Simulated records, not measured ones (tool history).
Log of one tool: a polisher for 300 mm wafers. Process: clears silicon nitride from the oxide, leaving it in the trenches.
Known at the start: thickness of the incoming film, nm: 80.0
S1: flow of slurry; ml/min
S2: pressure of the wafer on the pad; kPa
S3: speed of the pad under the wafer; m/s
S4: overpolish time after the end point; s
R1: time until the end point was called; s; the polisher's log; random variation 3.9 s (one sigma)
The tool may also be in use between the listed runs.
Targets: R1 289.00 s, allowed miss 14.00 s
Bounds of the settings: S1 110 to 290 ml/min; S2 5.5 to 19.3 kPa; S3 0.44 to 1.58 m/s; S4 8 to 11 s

Run 1, day 0.000: S1 185 ml/min, S2 12.4 kPa, S3 1.00 m/s, S4 11 s. Result: R1 145.21 s.
Run 2, day 0.362: S1 205 ml/min, S2 12.4 kPa, S3 1.00 m/s, S4 11 s. Result: R1 144.10 s.
Run 3, day 0.483: S1 205 ml/min, S2 11.7 kPa, S3 0.98 m/s, S4 11 s. Result: R1 151.82 s.
Run 4, day 0.629: S1 205 ml/min, S2 11.7 kPa, S3 0.98 m/s, S4 11 s. Result: R1 154.26 s.
Run 5, day 0.758: S1 205 ml/min, S2 11.7 kPa, S3 1.08 m/s, S4 11 s. Result: R1 137.78 s.
Run 6, day 0.812: S1 205 ml/min, S2 11.7 kPa, S3 1.24 m/s, S4 11 s. Result: R1 126.19 s.
Run 7, day 1.150: S1 205 ml/min, S2 11.0 kPa, S3 1.18 m/s, S4 11 s. Result: R1 136.13 s.
Run 8, day 1.512: S1 205 ml/min, S2 11.0 kPa, S3 1.18 m/s, S4 11 s. Result: R1 138.38 s.
Run 9, day 1.762: S1 205 ml/min, S2 10.3 kPa, S3 1.14 m/s, S4 11 s. Result: R1 148.17 s.
Run 10, day 2.033: S1 205 ml/min, S2 9.7 kPa, S3 1.08 m/s, S4 11 s. Result: R1 167.06 s.
Run 11, day 2.383: S1 205 ml/min, S2 9.0 kPa, S3 1.04 m/s, S4 11 s. Result: R1 186.90 s.
Run 12, day 2.754: S1 205 ml/min, S2 8.3 kPa, S3 1.02 m/s, S4 11 s. Result: R1 210.58 s.
Run 13, day 2.929: S1 205 ml/min, S2 8.3 kPa, S3 1.02 m/s, S4 11 s. Result: R1 205.36 s.
Run 14, day 3.012: S1 205 ml/min, S2 7.6 kPa, S3 1.00 m/s, S4 11 s. Result: R1 224.39 s.

5 next moves are on the table. One of them brings every result within its allowed miss. Which?
Run A, day 3.096: S1 200 ml/min, S2 6.9 kPa, S3 0.88 m/s, S4 8 s. Result: R1 ?.
Run B, day 3.096: S1 185 ml/min, S2 9.0 kPa, S3 1.04 m/s, S4 11 s. Result: R1 ?.
Run C, day 3.096: S1 150 ml/min, S2 8.3 kPa, S3 0.66 m/s, S4 8 s. Result: R1 ?.
Run D, day 3.096: S1 250 ml/min, S2 6.9 kPa, S3 1.32 m/s, S4 10 s. Result: R1 ?.
Run E, day 3.096: S1 230 ml/min, S2 9.0 kPa, S3 0.94 m/s, S4 8 s. Result: R1 ?.

move      R1
   A  286.31
   B  191.75
   C  331.43
   D  187.56
   E  205.32
A: meets every target
B: further off than the last run
C: takes the result that was furthest off past its target
D: further off than the last run
E: further off than the last run
The right move is A.
